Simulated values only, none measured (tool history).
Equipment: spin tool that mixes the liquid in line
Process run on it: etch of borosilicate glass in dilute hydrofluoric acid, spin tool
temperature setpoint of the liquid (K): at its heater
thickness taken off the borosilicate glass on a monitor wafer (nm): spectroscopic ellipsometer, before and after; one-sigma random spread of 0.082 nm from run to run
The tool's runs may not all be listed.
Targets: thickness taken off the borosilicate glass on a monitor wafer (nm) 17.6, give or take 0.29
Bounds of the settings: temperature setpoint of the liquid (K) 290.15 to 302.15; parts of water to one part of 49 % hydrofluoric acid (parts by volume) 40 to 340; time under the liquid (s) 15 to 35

run	hour	temperature setpoint of the liquid (K)	parts of water to one part of 49 % hydrofluoric acid (parts by volume)	time under the liquid (s)	thickness taken off the borosilicate glass on a monitor wafer (nm)
1	0	294.15	190	35	7.5966
2	3.3	295.65	175	35	8.9334
3	10	292.65	175	35	7.9565
4	15.1	290.15	175	35	7.1414
5	21	292.15	165	35	8.2966
6	23	292.15	165	35	8.3587
7	29.7	293.65	155	35	9.5052
8	36.6	295.15	150	35	10.421
9	38.6	296.15	145	35	11.366
10	46.8	300.15	115	35	17.258

Pick the move, out of 4, that brings all results within their allowed miss; only one does.
A	55	298.15	105	35	?
B	55	301.65	115	35	?
C	55	302.15	125	35	?
D	55	299.65	115	35	?

move	thickness taken off the borosilicate glass on a monitor wafer (nm)
A	17.601
B	18.143
C	16.781
D	16.818
A: all results land within tolerance of their targets
B: the result that was furthest off in the last run now lies on the other side of its target
C: moves away from the targets compared with the last run
D: moves away from the targets compared with the last run
Correct choice: A, which meets every target
